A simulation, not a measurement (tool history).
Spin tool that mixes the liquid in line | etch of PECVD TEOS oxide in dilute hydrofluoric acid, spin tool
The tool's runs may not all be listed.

| run | hour | temperature setpoint of the liquid (K) | parts of water to one part of 49 % hydrofluoric acid (parts by volume) | time under the liquid (s) | thickness taken off the PECVD TEOS oxide on a monitor wafer (nm) |
|---|---|---|---|---|---|
| 1 | 0.0 | 296.15 | 235 | 325 | 24.084 |
| 2 | 3.1 | 296.15 | 235 | 345 | 25.841 |
| 3 | 4.7 | 296.15 | 165 | 345 | 39.077 |
| 4 | 7.5 | 294.65 | 215 | 345 | 26.656 |
| 5 | 13.4 | 293.65 | 245 | 345 | 22.247 |
| 6 | 18.0 | 293.65 | 245 | 325 | 21.070 |
| 7 | 23.8 | 292.65 | 270 | 325 | 17.833 |

Run 8 comes next. What will it give?
| 8 | 30.4 | 292.15 | 290 | 325 | ? |

{"run 8": {"thickness taken off the PECVD TEOS oxide on a monitor wafer (nm)": 16.185}}
